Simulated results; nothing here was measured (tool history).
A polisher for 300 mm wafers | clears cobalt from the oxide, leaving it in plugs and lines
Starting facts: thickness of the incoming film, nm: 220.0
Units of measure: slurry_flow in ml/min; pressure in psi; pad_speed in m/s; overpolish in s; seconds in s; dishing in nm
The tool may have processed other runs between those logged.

run	hour	slurry_flow	pressure	pad_speed	overpolish	seconds	dishing
1	0	290	1.2	1.04	28	80.065	48.92
2	1.4	290	1.4	1.04	28	67.487	53.458
3	2.7	290	1.4	1.28	28	57.08	58.735
4	7.6	290	1.4	1.28	38	61.152	66.941
5	15.4	290	1.4	1.28	28	57.471	58.531
6	16.3	290	1.4	1.16	28	64.972	55.298
7	22.6	270	1.3	1.14	24	70.97	47.419
8	23.9	255	1.2	1.2	21	73.927	43.297
9	25.7	240	1.1	1.24	19	76.665	38.667
10	31.1	230	1	1.26	17	84.332	33.837
11	38.1	220	0.9	1.32	15	89.238	29.4
12	46.2	210	0.8	1.38	14	98.117	26.43
13	50.4	205	0.8	1.42	13	97.319	24.299
14	56.9	200	0.8	1.46	12	94.072	23.84
15	59.7	195	0.8	1.48	11	91.378	22.752
16	68.1	190	0.8	1.5	10	91.732	20.368

Run 17, settings as shown, results not yet in. Your forecast:
17	69.1	190	0.8	1.52	10	?	?

seconds: 94.146 s
dishing: 20.044 nm

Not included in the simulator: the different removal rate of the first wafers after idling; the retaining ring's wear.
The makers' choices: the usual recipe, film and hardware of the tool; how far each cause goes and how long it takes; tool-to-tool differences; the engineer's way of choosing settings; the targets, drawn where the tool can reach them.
